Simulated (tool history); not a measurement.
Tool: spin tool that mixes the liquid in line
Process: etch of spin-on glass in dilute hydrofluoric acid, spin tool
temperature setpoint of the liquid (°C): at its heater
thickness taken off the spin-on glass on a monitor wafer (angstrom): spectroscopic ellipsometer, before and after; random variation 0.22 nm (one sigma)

| run | hour | temperature setpoint of the liquid (°C) | parts of water to one part of 49 % hydrofluoric acid (parts by volume) | time under the liquid (s) | thickness taken off the spin-on glass on a monitor wafer (angstrom) |
|---|---|---|---|---|---|
| 1 | 0.0 | 23.0 | 110 | 160 | 355.18 |
| 2 | 5.1 | 23.0 | 110 | 170 | 376.79 |
| 3 | 7.0 | 22.0 | 115 | 170 | 343.79 |
| 4 | 8.1 | 21.0 | 115 | 170 | 332.76 |
| 5 | 10.4 | 20.5 | 120 | 170 | 307.90 |
| 6 | 11.9 | 20.5 | 120 | 170 | 306.85 |
| 7 | 17.5 | 20.0 | 120 | 170 | 295.25 |
| 8 | 25.5 | 19.5 | 120 | 170 | 300.66 |
| 9 | 34.0 | 19.0 | 120 | 170 | 291.85 |
| 10 | 35.7 | 18.5 | 120 | 170 | 285.62 |
| 11 | 44.4 | 18.0 | 120 | 170 | 275.32 |
| 12 | 47.0 | 18.0 | 120 | 170 | 274.07 |

Run 13 comes next. What will it give?
| 13 | 52.8 | 17.5 | 125 | 170 | ? |

{"run 13": {"thickness taken off the spin-on glass on a monitor wafer (angstrom)": 257.96}}
